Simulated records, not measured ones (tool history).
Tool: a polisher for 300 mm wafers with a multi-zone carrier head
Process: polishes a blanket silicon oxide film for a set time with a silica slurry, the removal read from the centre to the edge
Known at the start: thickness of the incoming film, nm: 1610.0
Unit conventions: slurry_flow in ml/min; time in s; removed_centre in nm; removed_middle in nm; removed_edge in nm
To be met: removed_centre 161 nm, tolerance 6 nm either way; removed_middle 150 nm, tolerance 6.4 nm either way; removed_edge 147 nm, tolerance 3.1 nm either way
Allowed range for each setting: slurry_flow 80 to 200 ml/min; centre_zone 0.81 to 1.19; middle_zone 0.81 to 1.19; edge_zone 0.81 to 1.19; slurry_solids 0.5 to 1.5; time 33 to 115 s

run	hour	slurry_flow	centre_zone	middle_zone	edge_zone	slurry_solids	time	removed_centre	removed_middle	removed_edge
1	0	130	1	1	1	1	73	408.45	375.86	384.19
2	1.7	115	0.99	0.98	0.95	0.85	61	293.64	274.61	280.16
3	5.1	115	0.99	0.98	0.98	0.85	61	294.74	279.25	283.9
4	11	110	1	0.97	0.94	0.75	54	240.6	228.75	233.39
5	18.6	105	1.02	0.97	0.91	0.7	50	221.62	202.64	202.51
6	24.9	85	1.02	0.97	0.91	0.7	50	197.49	182.66	194.67
7	30	85	1.03	0.98	0.88	0.65	48	187.87	170.43	174.01
8	32.4	85	1.02	0.98	0.86	0.6	48	174.13	166.34	165.87
9	39.6	85	1.03	0.98	0.85	0.6	48	180.27	167.51	162.9
10	40.7	85	1.03	0.97	0.84	0.55	48	169.21	154.18	156.35
11	42.1	85	1.03	0.97	0.83	0.55	48	170.27	154.11	154.36
12	46.2	85	1.03	0.97	0.82	0.55	48	167.03	152.51	154.14
13	51.2	85	1.03	0.98	0.82	0.55	48	169.44	158.33	153.61
14	60	85	1.03	0.98	0.81	0.55	48	170.83	157.52	153.19

Below are 4 possible settings for the next run. Only one of them brings all results inside the allowed miss of their targets. Which is it?
A	68.8	110	0.93	0.98	0.9	0.55	43	?	?	?
B	68.8	85	1	0.97	0.83	0.55	50	?	?	?
C	68.8	85	1.02	0.98	0.81	0.65	42	?	?	?
D	68.8	105	1.04	0.98	0.88	0.55	45	?	?	?

move	removed_centre	removed_middle	removed_edge
A	150.95	150.3	152.96
B	170.56	158.64	161.87
C	160.84	147.88	148.03
D	174.01	155.03	156.97
A: about the same distance from the targets as the last run
B: lands further from the targets than the last run did
C: hits every target within its allowed miss
D: lands further from the targets than the last run did
Answer: C
